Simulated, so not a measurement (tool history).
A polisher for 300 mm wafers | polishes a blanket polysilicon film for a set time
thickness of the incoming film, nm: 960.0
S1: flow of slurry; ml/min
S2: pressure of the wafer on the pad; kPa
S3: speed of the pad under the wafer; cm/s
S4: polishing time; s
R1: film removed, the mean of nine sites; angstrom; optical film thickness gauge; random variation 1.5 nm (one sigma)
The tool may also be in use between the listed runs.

| run | hour | S1 | S2 | S3 | S4 | R1 |
|---|---|---|---|---|---|---|
| 1 | 0 | 295 | 15.2 | 82 | 46 | 3022.8 |
| 2 | 5.8 | 295 | 14.5 | 80 | 46 | 2773.4 |
| 3 | 11.9 | 295 | 13.8 | 78 | 46 | 2568.6 |
| 4 | 13.7 | 260 | 13.8 | 78 | 46 | 2580.6 |
| 5 | 19.6 | 260 | 13.8 | 88 | 46 | 2879.8 |
| 6 | 28.5 | 300 | 13.8 | 88 | 46 | 2915.2 |
| 7 | 32.8 | 300 | 13.1 | 86 | 46 | 2654 |
| 8 | 41 | 300 | 12.4 | 84 | 46 | 2571.3 |

Forecast run 9:
| 9 | 48.4 | 300 | 11.7 | 82 | 46 | ? |

R1: 2333.9 angstrom
